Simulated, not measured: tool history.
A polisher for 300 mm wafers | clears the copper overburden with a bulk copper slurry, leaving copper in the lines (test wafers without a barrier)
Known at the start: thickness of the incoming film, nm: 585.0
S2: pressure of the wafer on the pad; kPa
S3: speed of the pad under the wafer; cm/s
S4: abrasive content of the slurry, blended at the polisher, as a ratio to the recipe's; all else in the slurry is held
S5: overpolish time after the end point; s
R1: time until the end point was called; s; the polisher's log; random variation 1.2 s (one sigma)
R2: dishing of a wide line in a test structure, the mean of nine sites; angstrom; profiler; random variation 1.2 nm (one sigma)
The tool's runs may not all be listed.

{"run": 1, "day": 0.0, "flow of slurry (ml/min)": 190, "S2": 19.3, "S3": 84, "S4": 1.0, "S5": 14, "R1": 72.075, "R2": 699.81}
{"run": 2, "day": 0.204, "flow of slurry (ml/min)": 190, "S2": 19.3, "S3": 84, "S4": 1.0, "S5": 17, "R1": 74.165, "R2": 787.19}
{"run": 3, "day": 0.521, "flow of slurry (ml/min)": 190, "S2": 17.2, "S3": 84, "S4": 1.0, "S5": 18, "R1": 82.727, "R2": 721.3}
{"run": 4, "day": 0.629, "flow of slurry (ml/min)": 190, "S2": 17.2, "S3": 84, "S4": 1.1, "S5": 18, "R1": 81.114, "R2": 759.65}
{"run": 5, "day": 0.738, "flow of slurry (ml/min)": 190, "S2": 17.2, "S3": 102, "S4": 1.1, "S5": 18, "R1": 71.018, "R2": 812.5}
{"run": 6, "day": 0.846, "flow of slurry (ml/min)": 190, "S2": 17.2, "S3": 118, "S4": 1.1, "S5": 18, "R1": 61.217, "R2": 849.81}

Run 7 comes next. What will it give?
{"run": 7, "day": 1.108, "flow of slurry (ml/min)": 190, "S2": 14.5, "S3": 114, "S4": 1.1, "S5": 19, "R1": "?", "R2": "?"}

{"run 7": {"R1": 77.585, "R2": 770.09}}
